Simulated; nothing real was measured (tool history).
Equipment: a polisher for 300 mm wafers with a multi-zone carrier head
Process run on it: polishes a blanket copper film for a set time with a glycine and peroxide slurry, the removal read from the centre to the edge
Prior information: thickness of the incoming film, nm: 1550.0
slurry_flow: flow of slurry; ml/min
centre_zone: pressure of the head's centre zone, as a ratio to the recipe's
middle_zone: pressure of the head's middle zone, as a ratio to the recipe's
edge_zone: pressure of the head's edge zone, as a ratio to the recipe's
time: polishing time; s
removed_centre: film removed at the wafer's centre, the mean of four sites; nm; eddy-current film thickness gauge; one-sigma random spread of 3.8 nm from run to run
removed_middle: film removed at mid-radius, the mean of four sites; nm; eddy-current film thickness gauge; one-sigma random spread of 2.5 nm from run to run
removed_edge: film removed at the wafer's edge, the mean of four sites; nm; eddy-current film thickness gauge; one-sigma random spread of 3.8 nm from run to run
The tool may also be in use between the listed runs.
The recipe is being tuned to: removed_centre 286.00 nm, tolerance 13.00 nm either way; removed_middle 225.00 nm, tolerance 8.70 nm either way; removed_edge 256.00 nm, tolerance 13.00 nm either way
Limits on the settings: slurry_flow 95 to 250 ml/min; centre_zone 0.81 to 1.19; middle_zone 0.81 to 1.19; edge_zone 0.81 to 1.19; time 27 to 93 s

run,day,slurry_flow,centre_zone,middle_zone,edge_zone,time,removed_centre,removed_middle,removed_edge
1,0.000,160,1.00,1.00,1.00,59,201.56,192.68,195.79
2,0.133,165,1.03,0.99,1.03,61,213.58,196.46,200.70
3,0.250,165,1.04,0.96,1.04,64,229.99,203.02,215.12
4,0.562,190,1.04,0.96,1.04,64,226.62,205.83,219.83
5,0.783,190,1.06,0.95,1.05,66,242.31,214.23,228.33
6,1.146,190,1.06,0.90,1.05,66,243.38,203.78,227.62
7,1.262,195,1.08,0.90,1.06,67,262.64,209.29,229.23
8,1.458,210,1.06,0.88,1.14,72,272.00,219.38,261.38

4 next moves are on the table. One of them brings every result within its allowed miss. Which?
A,1.654,185,1.09,0.87,1.05,76,?,?,?
B,1.654,195,1.14,0.90,1.08,66,?,?,?
C,1.654,160,0.99,0.82,1.19,76,?,?,?
D,1.654,185,1.10,0.91,1.11,66,?,?,?

move,removed_centre,removed_middle,removed_edge
A,291.11,227.41,266.77
B,266.27,204.69,235.24
C,258.43,211.48,274.27
D,255.08,204.96,236.10
A: in spec on every target
B: its largest miss is bigger than the last run's
C: its largest miss is bigger than the last run's
D: its largest miss is bigger than the last run's
The right move is A.

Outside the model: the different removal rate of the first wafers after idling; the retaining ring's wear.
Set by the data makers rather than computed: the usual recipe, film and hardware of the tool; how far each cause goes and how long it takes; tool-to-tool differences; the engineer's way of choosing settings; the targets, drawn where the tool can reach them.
